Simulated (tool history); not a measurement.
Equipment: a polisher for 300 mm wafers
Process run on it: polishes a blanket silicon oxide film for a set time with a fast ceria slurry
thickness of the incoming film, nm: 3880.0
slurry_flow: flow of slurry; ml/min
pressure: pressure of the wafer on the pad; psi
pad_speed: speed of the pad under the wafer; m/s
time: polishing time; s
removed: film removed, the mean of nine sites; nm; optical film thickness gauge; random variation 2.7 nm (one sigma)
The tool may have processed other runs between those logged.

run 1 hour=0.0 | slurry_flow=215 pressure=1.9 pad_speed=0.76 time=98 | removed=635.00
run 2 hour=7.8 | slurry_flow=215 pressure=2.3 pad_speed=0.76 time=98 | removed=732.80
run 3 hour=11.6 | slurry_flow=215 pressure=2.3 pad_speed=0.86 time=98 | removed=826.62
run 4 hour=19.0 | slurry_flow=210 pressure=1.8 pad_speed=0.82 time=98 | removed=653.41
run 5 hour=26.5 | slurry_flow=210 pressure=1.8 pad_speed=1.00 time=98 | removed=795.00
run 6 hour=34.5 | slurry_flow=210 pressure=1.8 pad_speed=1.00 time=98 | removed=801.08
run 7 hour=37.3 | slurry_flow=190 pressure=1.2 pad_speed=0.82 time=98 | removed=492.83
run 8 hour=46.2 | slurry_flow=185 pressure=1.1 pad_speed=0.80 time=98 | removed=453.51

What will run 9 give?
run 9 hour=54.6 | slurry_flow=180 pressure=1.0 pad_speed=0.80 time=98 | removed=?

removed: 425.97 nm
